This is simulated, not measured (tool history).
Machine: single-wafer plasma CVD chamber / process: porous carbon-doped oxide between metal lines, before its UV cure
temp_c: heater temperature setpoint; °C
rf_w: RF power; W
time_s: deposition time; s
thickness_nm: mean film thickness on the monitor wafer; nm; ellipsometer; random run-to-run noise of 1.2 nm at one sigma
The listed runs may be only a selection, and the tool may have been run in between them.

Run 1, hour 0.0: temp_c 290 °C, rf_w 375 W, time_s 35.5 s. Result: thickness_nm 178.58 nm.
Run 2, hour 5.6: temp_c 282 °C, rf_w 375 W, time_s 35.5 s. Result: thickness_nm 188.21 nm.
Run 3, hour 6.6: temp_c 280 °C, rf_w 380 W, time_s 35.5 s. Result: thickness_nm 191.14 nm.
Run 4, hour 11.0: temp_c 278 °C, rf_w 385 W, time_s 35.5 s. Result: thickness_nm 195.99 nm.
Run 5, hour 15.5: temp_c 276 °C, rf_w 390 W, time_s 35.5 s. Result: thickness_nm 198.31 nm.
Run 6, hour 19.5: temp_c 275 °C, rf_w 395 W, time_s 35.5 s. Result: thickness_nm 202.75 nm.
Run 7, hour 24.5: temp_c 274 °C, rf_w 400 W, time_s 35.5 s. Result: thickness_nm 206.16 nm.
Run 8, hour 31.9: temp_c 273 °C, rf_w 400 W, time_s 35.5 s. Result: thickness_nm 207.83 nm.

Forecast run 9:
Run 9, hour 35.6: temp_c 273 °C, rf_w 400 W, time_s 35.5 s. Result: thickness_nm ?.

{"run 9": {"thickness_nm": 206.27}}
